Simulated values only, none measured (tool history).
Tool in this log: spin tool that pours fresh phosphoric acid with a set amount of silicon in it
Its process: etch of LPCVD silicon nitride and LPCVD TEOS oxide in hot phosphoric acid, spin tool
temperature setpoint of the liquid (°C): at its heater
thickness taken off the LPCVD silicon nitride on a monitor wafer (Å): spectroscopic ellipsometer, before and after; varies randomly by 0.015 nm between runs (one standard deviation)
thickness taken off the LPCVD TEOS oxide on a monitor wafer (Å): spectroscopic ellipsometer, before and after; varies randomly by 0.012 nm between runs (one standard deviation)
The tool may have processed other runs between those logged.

| run | hour | temperature setpoint of the liquid (°C) | silicon dissolved in the acid as it is poured (mg a litre) | time under the liquid (s) | thickness taken off the LPCVD silicon nitride on a monitor wafer (Å) | thickness taken off the LPCVD TEOS oxide on a monitor wafer (Å) |
|---|---|---|---|---|---|---|
| 1 | 0 | 162 | 10.5 | 105 | 93.204 | 5.1164 |
| 2 | 3.2 | 160.5 | 10.5 | 80 | 67.071 | 3.3009 |
| 3 | 4 | 159.5 | 9 | 65 | 52.907 | 2.6268 |
| 4 | 5.9 | 159 | 8.5 | 55 | 43.492 | 1.9706 |
| 5 | 9.9 | 159 | 5.5 | 55 | 43.858 | 2.2647 |
| 6 | 14.9 | 159 | 9.5 | 55 | 44.101 | 2.1296 |
| 7 | 21.5 | 159 | 9.5 | 55 | 43.831 | 1.916 |
| 8 | 27.4 | 158.5 | 8 | 50 | 39.076 | 1.7334 |
| 9 | 35.6 | 157 | 2 | 35 | 25.847 | 1.5285 |

For run 10, what comes out?
| 10 | 40 | 157.5 | 3.5 | 35 | ? | ? |

thickness taken off the LPCVD silicon nitride on a monitor wafer (Å): 26.633
thickness taken off the LPCVD TEOS oxide on a monitor wafer (Å): 1.5172
